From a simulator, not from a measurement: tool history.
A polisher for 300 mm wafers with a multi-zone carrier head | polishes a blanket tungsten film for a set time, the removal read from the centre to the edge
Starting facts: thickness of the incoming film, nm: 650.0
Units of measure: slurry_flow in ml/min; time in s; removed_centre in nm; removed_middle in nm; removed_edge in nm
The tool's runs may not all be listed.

run	hour	slurry_flow	centre_zone	middle_zone	edge_zone	slurry_solids	time	removed_centre	removed_middle	removed_edge
1	0	320	1	1	1	1	39	232.74	230.59	225.85
2	5.5	320	1	1	0.92	1	39	231.18	233.45	218.33
3	7.4	320	0.95	1	0.92	1	39	222.11	229.95	221.6
4	14.6	320	0.95	1	0.85	1	39	222.35	230.53	212.95
5	22.4	320	0.87	1	0.85	1	39	201.39	228.39	213.6
6	23.9	315	0.86	0.94	0.85	0.85	36	171.33	189.38	184.46

Run 7 is up next; what results do you expect?
7	31.3	305	0.86	0.89	0.87	0.75	35	?	?	?

Run 7 gave removed_centre 160.03 nm, removed_middle 164.48 nm, removed_edge 170.54 nm.
